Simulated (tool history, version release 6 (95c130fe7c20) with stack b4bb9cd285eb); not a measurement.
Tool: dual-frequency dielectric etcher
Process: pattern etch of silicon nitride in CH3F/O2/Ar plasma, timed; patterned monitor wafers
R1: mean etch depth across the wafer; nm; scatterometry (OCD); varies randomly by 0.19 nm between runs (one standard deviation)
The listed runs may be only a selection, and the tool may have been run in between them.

Run 1, hour 0: source power (W) 300, bias power (W) 89, etch time (s) 82.5. Result: R1 59.334 nm.
Run 2, hour 0.9: source power (W) 300, bias power (W) 81, etch time (s) 82.5. Result: R1 57.773 nm.
Run 3, hour 1.7: source power (W) 300, bias power (W) 73, etch time (s) 82.5. Result: R1 56.657 nm.
Run 4, hour 2.4: source power (W) 260, bias power (W) 73, etch time (s) 82.5. Result: R1 53.175 nm.
Run 5, hour 6.4: source power (W) 290, bias power (W) 74, etch time (s) 82.5. Result: R1 55.912 nm.
Run 6, hour 11: source power (W) 310, bias power (W) 74, etch time (s) 82.5. Result: R1 57.337 nm.

Run 7 is up next; what results do you expect?
Run 7, hour 15.1: source power (W) 330, bias power (W) 74, etch time (s) 82.5. Result: R1 ?.

R1: 58.538 nm
